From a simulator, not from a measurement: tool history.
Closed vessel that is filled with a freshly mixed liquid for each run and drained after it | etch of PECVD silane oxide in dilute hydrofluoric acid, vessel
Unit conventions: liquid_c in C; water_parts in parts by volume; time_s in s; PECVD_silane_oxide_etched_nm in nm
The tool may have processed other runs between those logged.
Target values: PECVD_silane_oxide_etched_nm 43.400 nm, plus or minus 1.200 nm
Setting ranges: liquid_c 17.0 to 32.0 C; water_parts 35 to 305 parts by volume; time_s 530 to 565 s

run 1 hour=0.0 | liquid_c=24.0 water_parts=170 time_s=530 | PECVD_silane_oxide_etched_nm=52.653
run 2 hour=3.4 | liquid_c=23.0 water_parts=170 time_s=530 | PECVD_silane_oxide_etched_nm=50.396
run 3 hour=12.0 | liquid_c=23.0 water_parts=130 time_s=530 | PECVD_silane_oxide_etched_nm=69.923
run 4 hour=15.9 | liquid_c=23.0 water_parts=130 time_s=565 | PECVD_silane_oxide_etched_nm=73.957
run 5 hour=19.4 | liquid_c=21.5 water_parts=140 time_s=565 | PECVD_silane_oxide_etched_nm=63.524
run 6 hour=22.9 | liquid_c=21.5 water_parts=95 time_s=565 | PECVD_silane_oxide_etched_nm=99.593
run 7 hour=26.7 | liquid_c=20.5 water_parts=115 time_s=565 | PECVD_silane_oxide_etched_nm=75.828
run 8 hour=34.0 | liquid_c=19.5 water_parts=125 time_s=565 | PECVD_silane_oxide_etched_nm=67.875
run 9 hour=35.6 | liquid_c=17.0 water_parts=185 time_s=565 | PECVD_silane_oxide_etched_nm=38.614
run 10 hour=38.0 | liquid_c=17.5 water_parts=185 time_s=565 | PECVD_silane_oxide_etched_nm=39.552
run 11 hour=44.6 | liquid_c=18.0 water_parts=185 time_s=565 | PECVD_silane_oxide_etched_nm=40.056
run 12 hour=50.4 | liquid_c=18.5 water_parts=185 time_s=565 | PECVD_silane_oxide_etched_nm=41.194

Which of these 5 next moves meets every target?
run A hour=56.2 | liquid_c=17.5 water_parts=180 time_s=560 | PECVD_silane_oxide_etched_nm=?
run B hour=56.2 | liquid_c=18.0 water_parts=175 time_s=565 | PECVD_silane_oxide_etched_nm=?
run C hour=56.2 | liquid_c=19.5 water_parts=195 time_s=530 | PECVD_silane_oxide_etched_nm=?
run D hour=56.2 | liquid_c=19.0 water_parts=205 time_s=565 | PECVD_silane_oxide_etched_nm=?
run E hour=56.2 | liquid_c=19.5 water_parts=170 time_s=565 | PECVD_silane_oxide_etched_nm=?

move=A PECVD_silane_oxide_etched_nm=40.540
move=B PECVD_silane_oxide_etched_nm=43.127
move=C PECVD_silane_oxide_etched_nm=37.781
move=D PECVD_silane_oxide_etched_nm=37.212
move=E PECVD_silane_oxide_etched_nm=47.356
A: the biggest miss grows against the last run
B: in spec on every target
C: the biggest miss grows against the last run
D: the biggest miss grows against the last run
E: carries the result that was furthest off beyond its target, to the other side
Move B is the one to make.
